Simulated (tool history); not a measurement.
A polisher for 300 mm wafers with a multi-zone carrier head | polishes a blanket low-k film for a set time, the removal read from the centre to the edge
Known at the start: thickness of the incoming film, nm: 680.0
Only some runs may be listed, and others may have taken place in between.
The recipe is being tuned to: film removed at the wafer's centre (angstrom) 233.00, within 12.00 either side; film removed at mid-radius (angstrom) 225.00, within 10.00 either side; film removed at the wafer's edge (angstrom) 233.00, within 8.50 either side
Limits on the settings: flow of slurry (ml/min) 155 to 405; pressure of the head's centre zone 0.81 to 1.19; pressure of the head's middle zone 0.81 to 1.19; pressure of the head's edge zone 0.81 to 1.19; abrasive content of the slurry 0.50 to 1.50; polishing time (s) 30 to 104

run	hour	flow of slurry (ml/min)	pressure of the head's centre zone	pressure of the head's middle zone	pressure of the head's edge zone	abrasive content of the slurry	polishing time (s)	film removed at the wafer's centre (angstrom)	film removed at mid-radius (angstrom)	film removed at the wafer's edge (angstrom)
1	0.0	260	1.00	1.00	1.00	1.00	67	293.73	283.51	283.06
2	6.5	305	1.00	1.00	1.00	1.00	67	293.66	286.09	288.76
3	9.6	305	1.00	1.00	1.00	1.10	67	307.96	313.52	294.58
4	15.0	305	1.00	1.00	1.00	1.00	67	292.81	298.18	284.97
5	22.7	300	0.99	0.98	0.97	0.90	66	271.86	269.83	263.23
6	31.0	295	0.97	0.95	0.95	0.85	66	261.75	260.81	258.49
7	34.4	290	0.97	0.93	0.94	0.80	66	253.05	247.88	243.42
8	36.1	285	0.96	0.91	0.94	0.80	66	249.98	248.26	248.13

Which of these 4 next moves meets every target?
A	37.8	310	0.99	0.96	0.86	0.70	64	?	?	?
B	37.8	290	1.04	0.85	0.96	0.70	60	?	?	?
C	37.8	320	1.02	0.88	0.96	0.90	55	?	?	?
D	37.8	200	0.95	0.89	0.92	0.90	61	?	?	?

move	film removed at the wafer's centre (angstrom)	film removed at mid-radius (angstrom)	film removed at the wafer's edge (angstrom)
A	232.17	226.90	215.18
B	227.29	195.45	211.64
C	233.57	209.23	221.10
D	230.74	224.77	233.29
A: the furthest-off result lands on target, but another misses its tolerance
B: takes the result that was furthest off past its target
C: takes the result that was furthest off past its target
D: each result inside its tolerance
D is the move that brings every result within its allowed miss.

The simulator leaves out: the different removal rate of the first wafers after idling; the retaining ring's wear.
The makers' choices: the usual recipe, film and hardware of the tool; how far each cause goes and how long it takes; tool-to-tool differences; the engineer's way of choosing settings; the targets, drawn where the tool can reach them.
